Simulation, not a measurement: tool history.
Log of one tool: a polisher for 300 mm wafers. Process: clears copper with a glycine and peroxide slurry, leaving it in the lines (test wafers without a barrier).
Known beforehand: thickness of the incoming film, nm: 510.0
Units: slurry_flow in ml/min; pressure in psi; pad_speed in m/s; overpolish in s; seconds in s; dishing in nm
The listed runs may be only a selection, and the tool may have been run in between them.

Run 1, hour 0: slurry_flow 290 ml/min, pressure 1.9 psi, pad_speed 1.1 m/s, overpolish 11 s. Result: seconds 152.43 s, dishing 24.711 nm.
Run 2, hour 3.3: slurry_flow 290 ml/min, pressure 2.2 psi, pad_speed 1.1 m/s, overpolish 11 s. Result: seconds 139.78 s, dishing 28.898 nm.
Run 3, hour 7.7: slurry_flow 290 ml/min, pressure 2.4 psi, pad_speed 1.18 m/s, overpolish 11 s. Result: seconds 118.6 s, dishing 31.72 nm.
Run 4, hour 10.7: slurry_flow 290 ml/min, pressure 2.5 psi, pad_speed 1.2 m/s, overpolish 12 s. Result: seconds 114.05 s, dishing 35.583 nm.
Run 5, hour 11.7: slurry_flow 290 ml/min, pressure 2.5 psi, pad_speed 1.08 m/s, overpolish 12 s. Result: seconds 122.9 s, dishing 33.313 nm.
Run 6, hour 13.7: slurry_flow 290 ml/min, pressure 2.6 psi, pad_speed 1.14 m/s, overpolish 13 s. Result: seconds 120.26 s, dishing 38.436 nm.
Run 7, hour 15.5: slurry_flow 290 ml/min, pressure 2.7 psi, pad_speed 1.2 m/s, overpolish 13 s. Result: seconds 108.66 s, dishing 41.877 nm.

Forecast run 8:
Run 8, hour 23.1: slurry_flow 290 ml/min, pressure 2.8 psi, pad_speed 1.24 m/s, overpolish 13 s. Result: seconds ?, dishing ?.

Run 8 measured seconds 103.32 s, dishing 44.405 nm.
